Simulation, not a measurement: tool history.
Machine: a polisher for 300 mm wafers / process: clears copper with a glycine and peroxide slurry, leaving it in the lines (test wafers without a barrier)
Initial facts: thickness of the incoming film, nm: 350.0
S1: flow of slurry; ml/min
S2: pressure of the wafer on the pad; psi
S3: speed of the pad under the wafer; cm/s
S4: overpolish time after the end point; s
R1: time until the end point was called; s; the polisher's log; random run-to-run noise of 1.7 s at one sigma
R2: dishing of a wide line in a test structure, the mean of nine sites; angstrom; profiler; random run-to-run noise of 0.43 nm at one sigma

run,hour,S1,S2,S3,S4,R1,R2
1,0,260,1.7,92,20,113.86,400.72
2,6.6,230,1.7,92,20,115.41,395.14
3,8.5,230,1.7,82,20,124.87,373.23
4,14.9,190,1.7,82,20,125.73,371.75
5,21.9,190,2,82,20,111.95,419.89
6,27.4,190,1.9,82,21,116.7,414.14

Forecast run 7:
7,28.3,190,1.8,82,22,?,?

Run 7 gave R1 120.2 s, R2 417.07 angstrom.

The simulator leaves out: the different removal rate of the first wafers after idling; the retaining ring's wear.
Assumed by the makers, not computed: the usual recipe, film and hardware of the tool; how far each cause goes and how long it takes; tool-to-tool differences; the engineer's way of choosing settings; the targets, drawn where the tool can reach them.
